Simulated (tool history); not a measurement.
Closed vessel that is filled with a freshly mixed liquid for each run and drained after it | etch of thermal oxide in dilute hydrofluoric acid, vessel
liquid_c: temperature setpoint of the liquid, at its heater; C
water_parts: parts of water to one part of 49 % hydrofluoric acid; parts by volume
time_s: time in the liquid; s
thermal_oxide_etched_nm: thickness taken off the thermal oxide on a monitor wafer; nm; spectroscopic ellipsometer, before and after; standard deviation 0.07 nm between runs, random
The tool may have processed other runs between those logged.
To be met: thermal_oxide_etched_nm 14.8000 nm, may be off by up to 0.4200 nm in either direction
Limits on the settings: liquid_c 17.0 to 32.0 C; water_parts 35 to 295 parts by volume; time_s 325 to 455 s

run    day  liquid_c  water_parts  time_s  thermal_oxide_etched_nm
  1  0.000      24.0          165     455                  12.0460
  2  0.258      24.0          205     455                   9.2656
  3  0.450      26.0          205     455                   9.9357
  4  0.721      26.0          205     455                   9.9847
  5  0.912      26.0          205     455                  10.0220
  6  1.075      26.0          260     455                   7.3922
  7  1.338      27.5          235     455                   8.8166
  8  1.667      29.0          215     455                  10.4870
  9  1.971      30.0          200     455                  11.8380
 10  2.029      30.5          190     455                  12.8270

Next run, 4 choices. One meets every target within its allowed miss, the rest don't. Which?
  A  2.088      31.5          185     455                        ?
  B  2.088      32.0          140     325                        ?
  C  2.088      28.5          205     455                        ?
  D  2.088      31.0          170     455                        ?

move  thermal_oxide_etched_nm
   A                  13.8080
   B                  14.0860
   C                  10.9550
   D                  15.0580
A: better than the last run, though not everything is in spec
B: better than the last run, though not everything is in spec
C: the biggest miss grows against the last run
D: every result within its allowed miss
The move that meets every target is D.

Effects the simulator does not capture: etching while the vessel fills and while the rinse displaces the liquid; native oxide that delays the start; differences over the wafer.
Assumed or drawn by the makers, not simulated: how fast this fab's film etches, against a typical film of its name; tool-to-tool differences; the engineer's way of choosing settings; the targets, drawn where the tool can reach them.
